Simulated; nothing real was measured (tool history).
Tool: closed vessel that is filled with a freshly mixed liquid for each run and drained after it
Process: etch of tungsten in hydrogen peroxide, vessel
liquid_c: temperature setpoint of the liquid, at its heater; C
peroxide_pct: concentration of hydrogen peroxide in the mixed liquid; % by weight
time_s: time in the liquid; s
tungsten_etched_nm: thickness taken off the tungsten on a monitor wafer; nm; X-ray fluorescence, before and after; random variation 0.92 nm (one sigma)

run 1 hour=0 | liquid_c=51 peroxide_pct=20 time_s=90 | tungsten_etched_nm=75.148
run 2 hour=8.4 | liquid_c=53.5 peroxide_pct=20 time_s=90 | tungsten_etched_nm=87.812
run 3 hour=11.4 | liquid_c=55 peroxide_pct=20 time_s=90 | tungsten_etched_nm=97.281
run 4 hour=14.5 | liquid_c=62 peroxide_pct=20 time_s=90 | tungsten_etched_nm=144.92
run 5 hour=19.3 | liquid_c=62 peroxide_pct=20 time_s=95 | tungsten_etched_nm=153.62
run 6 hour=21.8 | liquid_c=62 peroxide_pct=20 time_s=90 | tungsten_etched_nm=143.82

The next listed run, before its measurement:
run 7 hour=25.1 | liquid_c=61.5 peroxide_pct=20 time_s=90 | tungsten_etched_nm=?

{"run 7": {"tungsten_etched_nm": 141.17}}
